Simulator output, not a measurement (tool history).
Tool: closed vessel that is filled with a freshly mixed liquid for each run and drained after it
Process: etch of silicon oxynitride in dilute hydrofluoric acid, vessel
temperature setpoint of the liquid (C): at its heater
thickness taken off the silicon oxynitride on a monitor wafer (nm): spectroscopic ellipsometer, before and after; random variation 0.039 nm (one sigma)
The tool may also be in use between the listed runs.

| run | hour | temperature setpoint of the liquid (C) | parts of water to one part of 49 % hydrofluoric acid (parts by volume) | time in the liquid (s) | thickness taken off the silicon oxynitride on a monitor wafer (nm) |
|---|---|---|---|---|---|
| 1 | 0 | 22 | 70 | 290 | 12.044 |
| 2 | 6.5 | 21 | 70 | 290 | 11.498 |
| 3 | 12.4 | 21 | 70 | 315 | 12.481 |
| 4 | 14.6 | 21 | 85 | 315 | 10.174 |
| 5 | 17.3 | 20.5 | 85 | 315 | 9.975 |
| 6 | 18.3 | 20 | 85 | 315 | 9.5776 |

Forecast run 7:
| 7 | 19.5 | 19.5 | 85 | 315 | ? |

{"run 7": {"thickness taken off the silicon oxynitride on a monitor wafer (nm)": 9.3884}}
